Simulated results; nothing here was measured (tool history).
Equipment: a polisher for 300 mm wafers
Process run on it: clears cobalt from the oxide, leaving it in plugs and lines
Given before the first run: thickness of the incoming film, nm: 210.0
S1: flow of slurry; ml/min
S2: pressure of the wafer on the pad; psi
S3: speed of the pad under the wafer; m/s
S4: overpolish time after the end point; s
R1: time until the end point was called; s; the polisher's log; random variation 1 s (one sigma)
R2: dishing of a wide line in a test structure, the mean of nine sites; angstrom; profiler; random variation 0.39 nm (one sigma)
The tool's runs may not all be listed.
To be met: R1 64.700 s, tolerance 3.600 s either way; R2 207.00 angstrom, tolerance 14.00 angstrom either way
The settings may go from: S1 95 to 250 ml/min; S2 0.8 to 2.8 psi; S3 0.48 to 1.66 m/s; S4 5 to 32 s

run  hour   S1   S2    S3  S4      R1      R2
  1   0.0  160  1.8  1.06  16  41.828  424.47
  2   7.3  160  1.7  1.06  14  46.466  389.61
  3  10.9  160  1.7  1.06  20  45.886  457.98
  4  16.7  160  1.7  1.02  17  47.938  415.76
  5  20.2  150  1.7  1.00  15  48.568  378.13
  6  21.1  140  1.7  0.96  13  50.002  346.49
  7  27.1  140  1.7  0.96  13  51.536  339.07
  8  28.9  135  1.2  0.92   5  74.267  124.25
  9  29.8  135  1.2  0.92   5  74.620  123.57
 10  34.1  135  1.5  0.94  13  58.981  322.08
 11  38.5  145  1.5  0.94  13  58.264  308.91
 12  47.4  145  1.4  0.96  13  62.461  309.37
 13  50.1  150  1.4  0.98  12  59.012  297.28
 14  53.6  145  1.4  0.98  11  61.459  279.20
 15  57.2  100  1.5  0.98   5  59.246  143.96
 16  61.4  105  1.5  0.96   6  61.754  171.53

Which single option among these 5 for the next run brings every result within its allowed miss of target? Just one does.
  A  65.6  110  1.3  0.96  11   ?   ?
  B  65.6  135  1.4  0.94   6   ?   ?
  C  65.6  110  1.6  0.96   5   ?   ?
  D  65.6  180  1.3  1.02   5   ?   ?
  E  65.6   95  1.9  0.70   8   ?   ?

move      R1      R2
   A  70.922  252.78
   B  65.726  166.18
   C  58.071  158.11
   D  63.086  147.40
   E  67.862  204.77
A: pushes the last run's worst result past its target
B: the biggest miss grows against the last run
C: the biggest miss grows against the last run
D: the biggest miss grows against the last run
E: meets every target
The move that meets every target is E.
